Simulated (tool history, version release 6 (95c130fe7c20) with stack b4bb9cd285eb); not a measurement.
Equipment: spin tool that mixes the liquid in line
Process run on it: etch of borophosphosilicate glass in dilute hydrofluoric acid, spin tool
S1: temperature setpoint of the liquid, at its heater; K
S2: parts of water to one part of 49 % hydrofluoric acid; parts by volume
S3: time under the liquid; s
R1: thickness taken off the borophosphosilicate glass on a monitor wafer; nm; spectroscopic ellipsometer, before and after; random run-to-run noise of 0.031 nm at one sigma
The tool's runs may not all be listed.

run,day,S1,S2,S3,R1
1,0,294.15,210,85,15.345
2,0.204,290.65,210,85,13.459
3,0.346,290.65,225,85,12.427
4,0.55,290.65,240,85,11.405
5,0.758,290.65,185,85,15.671
6,1.092,290.65,205,85,13.884

Run 7 is up next; what results do you expect?
7,1.362,290.65,220,85,?

For run 7 the tool returned R1 12.795 nm.
